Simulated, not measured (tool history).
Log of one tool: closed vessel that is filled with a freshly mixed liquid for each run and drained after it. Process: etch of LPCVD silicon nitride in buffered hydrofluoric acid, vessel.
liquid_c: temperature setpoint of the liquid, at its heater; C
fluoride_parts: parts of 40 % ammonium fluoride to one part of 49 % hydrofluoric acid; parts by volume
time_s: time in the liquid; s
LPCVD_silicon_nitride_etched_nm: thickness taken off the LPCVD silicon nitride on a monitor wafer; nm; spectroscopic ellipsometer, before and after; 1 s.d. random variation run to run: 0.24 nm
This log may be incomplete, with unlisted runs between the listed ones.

run    day  liquid_c  fluoride_parts  time_s  LPCVD_silicon_nitride_etched_nm
  1  0.000      22.0             7.5    3235                           45.607
  2  0.233      21.0             8.0    3235                           40.804
  3  0.408      21.0             7.0    3235                           46.162
  4  0.717      21.0             6.0    3235                           52.983
  5  1.062      21.0             5.0    3235                           61.131
  6  1.417      21.0             5.0    3235                           62.422
  7  1.775      20.0             6.0    3235                           49.066
  8  1.912      19.5             6.5    3235                           45.503

Predict the results of run 9:
  9  2.083      17.0             9.0    3235                                ?

{"run 9": {"LPCVD_silicon_nitride_etched_nm": 28.249}}

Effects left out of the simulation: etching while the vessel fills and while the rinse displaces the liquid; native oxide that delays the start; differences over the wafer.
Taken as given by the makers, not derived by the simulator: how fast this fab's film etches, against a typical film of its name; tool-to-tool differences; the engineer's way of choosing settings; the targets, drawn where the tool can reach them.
